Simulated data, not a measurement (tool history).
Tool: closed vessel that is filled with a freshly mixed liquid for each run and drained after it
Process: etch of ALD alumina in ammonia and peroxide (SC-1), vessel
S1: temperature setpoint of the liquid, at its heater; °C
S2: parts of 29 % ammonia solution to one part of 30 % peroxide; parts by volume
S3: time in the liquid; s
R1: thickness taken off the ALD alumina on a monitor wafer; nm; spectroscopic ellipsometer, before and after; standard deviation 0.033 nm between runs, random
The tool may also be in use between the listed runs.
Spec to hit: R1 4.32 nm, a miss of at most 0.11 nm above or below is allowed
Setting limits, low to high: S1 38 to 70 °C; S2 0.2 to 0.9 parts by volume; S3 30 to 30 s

| run | day | S1 | S2 | S3 | R1 |
|---|---|---|---|---|---|
| 1 | 0 | 54 | 0.5 | 30 | 3.4323 |
| 2 | 0.225 | 55 | 0.5 | 30 | 3.6341 |
| 3 | 0.308 | 55 | 0.45 | 30 | 3.6196 |
| 4 | 0.65 | 56 | 0.45 | 30 | 3.7828 |
| 5 | 1.017 | 50 | 0.45 | 30 | 2.6994 |
| 6 | 1.092 | 52.5 | 0.45 | 30 | 3.1247 |
| 7 | 1.212 | 54 | 0.45 | 30 | 3.4053 |
| 8 | 1.329 | 54 | 0.45 | 30 | 3.3503 |
| 9 | 1.471 | 55.5 | 0.45 | 30 | 3.6615 |

Which of these 4 next moves meets every target?
| A | 1.612 | 59.5 | 0.25 | 30 | ? |
| B | 1.612 | 59 | 0.65 | 30 | ? |
| C | 1.612 | 52 | 0.3 | 30 | ? |
| D | 1.612 | 54 | 0.45 | 30 | ? |

| move | R1 |
|---|---|
| A | 4.2847 |
| B | 4.5715 |
| C | 2.9317 |
| D | 3.3938 |
A: in spec on every target
B: the result that was furthest off in the last run now lies on the other side of its target
C: moves away from the targets compared with the last run
D: moves away from the targets compared with the last run
Move A is the one to make.
